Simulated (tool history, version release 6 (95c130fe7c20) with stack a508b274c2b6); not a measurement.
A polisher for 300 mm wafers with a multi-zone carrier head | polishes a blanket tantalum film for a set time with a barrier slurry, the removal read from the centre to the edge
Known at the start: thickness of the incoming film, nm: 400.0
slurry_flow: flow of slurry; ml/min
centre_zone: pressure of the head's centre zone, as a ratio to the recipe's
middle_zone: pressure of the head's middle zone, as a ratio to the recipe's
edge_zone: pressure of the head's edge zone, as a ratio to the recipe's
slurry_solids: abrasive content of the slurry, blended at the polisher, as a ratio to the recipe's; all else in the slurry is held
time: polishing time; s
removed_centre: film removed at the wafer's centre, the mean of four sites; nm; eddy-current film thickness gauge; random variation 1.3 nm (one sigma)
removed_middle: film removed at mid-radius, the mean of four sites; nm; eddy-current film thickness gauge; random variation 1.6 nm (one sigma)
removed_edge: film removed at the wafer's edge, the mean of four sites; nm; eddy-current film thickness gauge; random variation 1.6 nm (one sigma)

run,day,slurry_flow,centre_zone,middle_zone,edge_zone,slurry_solids,time,removed_centre,removed_middle,removed_edge
1,0.000,285,1.00,1.00,1.00,1.00,80,143.84,141.19,145.43
2,0.142,290,1.01,1.02,1.02,1.05,80,148.56,148.44,152.81
3,0.429,290,1.01,1.02,1.02,1.05,95,177.74,173.62,177.32
4,0.679,290,1.01,1.02,1.02,0.85,95,166.82,166.94,166.78
5,0.988,290,1.01,0.94,1.02,0.85,95,165.73,157.33,169.12
6,1.158,300,1.01,0.96,1.02,0.85,95,166.18,159.16,170.41
7,1.525,305,1.01,0.98,1.02,0.85,95,166.15,164.06,168.48
8,1.738,315,1.02,0.99,1.02,0.85,95,167.32,162.42,171.72
9,1.867,310,1.02,1.01,1.02,0.85,95,167.23,168.50,164.70

Run 10 comes next. What will it give?
10,2.075,315,1.02,1.02,1.03,0.85,95,?,?,?

removed_centre: 166.27 nm
removed_middle: 167.83 nm
removed_edge: 168.15 nm
